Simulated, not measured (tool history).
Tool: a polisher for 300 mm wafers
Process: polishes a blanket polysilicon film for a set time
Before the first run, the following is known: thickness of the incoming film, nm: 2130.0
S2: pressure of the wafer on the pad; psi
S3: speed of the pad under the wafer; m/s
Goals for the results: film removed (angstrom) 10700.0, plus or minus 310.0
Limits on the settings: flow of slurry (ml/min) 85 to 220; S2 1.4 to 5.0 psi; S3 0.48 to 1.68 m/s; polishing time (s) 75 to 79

Run 1, hour 0.0: flow of slurry (ml/min) 140, S2 3.2 psi, S3 1.08 m/s, polishing time (s) 75. Result: film removed (angstrom) 6852.4.
Run 2, hour 1.0: flow of slurry (ml/min) 140, S2 2.7 psi, S3 1.08 m/s, polishing time (s) 75. Result: film removed (angstrom) 5695.9.
Run 3, hour 1.7: flow of slurry (ml/min) 140, S2 2.7 psi, S3 1.08 m/s, polishing time (s) 75. Result: film removed (angstrom) 5791.8.
Run 4, hour 10.0: flow of slurry (ml/min) 145, S2 3.1 psi, S3 1.08 m/s, polishing time (s) 75. Result: film removed (angstrom) 6609.3.
Run 5, hour 18.8: flow of slurry (ml/min) 145, S2 2.4 psi, S3 1.08 m/s, polishing time (s) 75. Result: film removed (angstrom) 5193.1.
Run 6, hour 20.4: flow of slurry (ml/min) 150, S2 2.8 psi, S3 1.08 m/s, polishing time (s) 75. Result: film removed (angstrom) 6035.8.
Run 7, hour 23.8: flow of slurry (ml/min) 155, S2 3.1 psi, S3 1.08 m/s, polishing time (s) 75. Result: film removed (angstrom) 6737.9.
Run 8, hour 30.3: flow of slurry (ml/min) 195, S2 4.0 psi, S3 1.10 m/s, polishing time (s) 75. Result: film removed (angstrom) 9096.3.
Run 9, hour 31.5: flow of slurry (ml/min) 195, S2 4.1 psi, S3 1.10 m/s, polishing time (s) 75. Result: film removed (angstrom) 9265.0.
Run 10, hour 39.1: flow of slurry (ml/min) 195, S2 4.2 psi, S3 1.10 m/s, polishing time (s) 75. Result: film removed (angstrom) 9430.3.
Run 11, hour 47.4: flow of slurry (ml/min) 195, S2 4.3 psi, S3 1.10 m/s, polishing time (s) 75. Result: film removed (angstrom) 9754.4.
Run 12, hour 52.6: flow of slurry (ml/min) 195, S2 4.4 psi, S3 1.10 m/s, polishing time (s) 75. Result: film removed (angstrom) 10098.0.

Pick the move, out of 5, that brings all results within their allowed miss; only one does.
Run A, hour 57.8: flow of slurry (ml/min) 190, S2 4.7 psi, S3 1.04 m/s, polishing time (s) 79. Result: film removed (angstrom) ?.
Run B, hour 57.8: flow of slurry (ml/min) 170, S2 3.8 psi, S3 1.48 m/s, polishing time (s) 76. Result: film removed (angstrom) ?.
Run C, hour 57.8: flow of slurry (ml/min) 195, S2 5.0 psi, S3 1.08 m/s, polishing time (s) 79. Result: film removed (angstrom) ?.
Run D, hour 57.8: flow of slurry (ml/min) 220, S2 4.6 psi, S3 1.16 m/s, polishing time (s) 78. Result: film removed (angstrom) ?.
Run E, hour 57.8: flow of slurry (ml/min) 210, S2 4.9 psi, S3 1.06 m/s, polishing time (s) 79. Result: film removed (angstrom) ?.

move  film removed (angstrom)
   A                  10654.0
   B                  11549.0
   C                  11784.0
   D                  11673.0
   E                  11457.0
A: every result lands within tolerance
B: the result that was furthest off in the last run now lies on the other side of its target
C: the result that was furthest off in the last run now lies on the other side of its target
D: the result that was furthest off in the last run now lies on the other side of its target
E: the result that was furthest off in the last run now lies on the other side of its target
Go with A: it meets all targets.

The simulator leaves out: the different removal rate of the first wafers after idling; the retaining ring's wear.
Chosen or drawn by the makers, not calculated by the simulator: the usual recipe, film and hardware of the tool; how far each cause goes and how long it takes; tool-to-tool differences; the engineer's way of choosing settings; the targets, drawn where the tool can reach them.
